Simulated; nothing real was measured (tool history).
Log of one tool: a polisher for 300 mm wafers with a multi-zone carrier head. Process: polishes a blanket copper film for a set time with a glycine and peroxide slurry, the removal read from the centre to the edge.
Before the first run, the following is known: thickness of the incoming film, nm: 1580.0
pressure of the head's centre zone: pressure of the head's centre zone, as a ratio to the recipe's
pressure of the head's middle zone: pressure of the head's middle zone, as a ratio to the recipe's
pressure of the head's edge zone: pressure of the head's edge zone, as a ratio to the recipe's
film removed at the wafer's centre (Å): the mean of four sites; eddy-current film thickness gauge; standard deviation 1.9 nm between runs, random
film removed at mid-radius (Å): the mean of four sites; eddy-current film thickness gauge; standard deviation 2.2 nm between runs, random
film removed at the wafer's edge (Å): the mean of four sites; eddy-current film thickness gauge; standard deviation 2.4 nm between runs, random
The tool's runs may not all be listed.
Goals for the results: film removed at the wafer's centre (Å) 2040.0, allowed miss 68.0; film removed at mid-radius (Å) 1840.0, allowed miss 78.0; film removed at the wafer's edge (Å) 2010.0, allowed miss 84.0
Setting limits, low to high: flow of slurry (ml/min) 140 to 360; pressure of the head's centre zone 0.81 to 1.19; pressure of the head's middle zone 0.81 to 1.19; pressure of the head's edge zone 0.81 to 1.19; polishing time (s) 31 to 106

run,hour,flow of slurry (ml/min),pressure of the head's centre zone,pressure of the head's middle zone,pressure of the head's edge zone,polishing time (s),film removed at the wafer's centre (Å),film removed at mid-radius (Å),film removed at the wafer's edge (Å)
1,0.0,230,1.00,1.00,1.00,68,2820.9,2884.3,2914.2
2,4.9,225,1.00,0.96,0.97,62,2577.8,2512.7,2673.7
3,8.5,225,0.96,0.96,0.97,62,2463.0,2554.6,2634.2
4,12.4,225,0.97,0.94,0.94,57,2272.4,2298.1,2385.9
5,14.2,225,0.98,0.91,0.91,55,2223.0,2105.6,2229.4
6,21.9,220,0.97,0.89,0.89,55,2220.9,2109.7,2256.5
7,25.2,220,0.97,0.88,0.88,53,2107.0,2000.5,2170.0
# hour 31.7: slurry nozzle cleaned
8,31.7,220,0.98,0.87,0.86,52,2184.8,2036.0,2144.6
9,34.4,220,0.98,0.86,0.85,51,2135.8,1957.2,2096.9

Below are 4 possible settings for the next run. Only one of them brings all results inside the allowed miss of their targets. Which is it?
A,37.1,210,0.91,0.86,0.90,48,?,?,?
B,37.1,165,0.84,0.85,0.93,55,?,?,?
C,37.1,230,0.95,0.81,0.82,50,?,?,?
D,37.1,235,0.98,0.89,0.81,54,?,?,?

move,film removed at the wafer's centre (Å),film removed at mid-radius (Å),film removed at the wafer's edge (Å)
A,1858.9,1844.7,2014.6
B,1882.4,2017.1,2279.1
C,2049.1,1857.1,2032.3
D,2291.6,2162.7,2185.4
A: corrects the largest miss of the last run, while another result sits out of spec
B: the biggest miss grows against the last run
C: each result inside its tolerance
D: the biggest miss grows against the last run
Answer: C

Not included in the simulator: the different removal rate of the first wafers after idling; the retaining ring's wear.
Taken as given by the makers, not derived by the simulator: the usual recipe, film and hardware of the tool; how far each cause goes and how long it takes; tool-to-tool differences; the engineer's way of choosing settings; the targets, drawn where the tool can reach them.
